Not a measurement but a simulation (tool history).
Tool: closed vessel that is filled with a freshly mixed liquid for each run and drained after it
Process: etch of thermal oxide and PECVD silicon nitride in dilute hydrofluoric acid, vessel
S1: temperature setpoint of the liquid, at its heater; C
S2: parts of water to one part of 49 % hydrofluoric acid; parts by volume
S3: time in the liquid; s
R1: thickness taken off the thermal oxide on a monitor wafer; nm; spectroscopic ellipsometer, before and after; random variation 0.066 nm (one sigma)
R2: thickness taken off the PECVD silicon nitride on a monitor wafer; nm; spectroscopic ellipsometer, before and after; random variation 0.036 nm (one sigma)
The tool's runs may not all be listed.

Run 1, day 0: S1 24 C, S2 190 parts by volume, S3 300 s. Result: R1 6.7048 nm, R2 2.5237 nm.
Run 2, day 0.104: S1 25.5 C, S2 175 parts by volume, S3 295 s. Result: R1 7.7129 nm, R2 2.9812 nm.
Run 3, day 0.238: S1 25.5 C, S2 240 parts by volume, S3 295 s. Result: R1 5.2465 nm, R2 2.1872 nm.
Run 4, day 0.342: S1 22.5 C, S2 240 parts by volume, S3 295 s. Result: R1 4.7144 nm, R2 1.7972 nm.
Run 5, day 0.671: S1 24.5 C, S2 210 parts by volume, S3 290 s. Result: R1 5.8742 nm, R2 2.319 nm.
Run 6, day 0.912: S1 22.5 C, S2 210 parts by volume, S3 290 s. Result: R1 5.4906 nm, R2 2.0109 nm.
Run 7, day 0.983: S1 24.5 C, S2 190 parts by volume, S3 285 s. Result: R1 6.5843 nm, R2 2.4783 nm.

Expected results for the next run?
Run 8, day 1.275: S1 26 C, S2 175 parts by volume, S3 280 s. Result: R1 ?, R2 ?.

Run 8 gave R1 7.4957 nm, R2 2.9203 nm.
